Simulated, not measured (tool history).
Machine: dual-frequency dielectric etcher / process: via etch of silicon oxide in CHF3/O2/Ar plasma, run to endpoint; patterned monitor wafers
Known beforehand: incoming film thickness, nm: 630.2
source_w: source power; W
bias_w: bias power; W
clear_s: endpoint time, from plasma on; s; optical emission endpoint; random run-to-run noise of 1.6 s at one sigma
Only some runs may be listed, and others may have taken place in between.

run	hour	source_w	bias_w	clear_s
1	0.0	760	150	290.11
2	6.9	840	161	269.51
3	10.3	900	166	262.95
4	11.7	940	175	250.42
5	14.7	940	149	267.16
6	16.9	970	160	256.44
7	20.8	1000	168	249.22

Forecast run 8:
8	22.7	1020	174	?

{"run 8": {"clear_s": 243.99}}
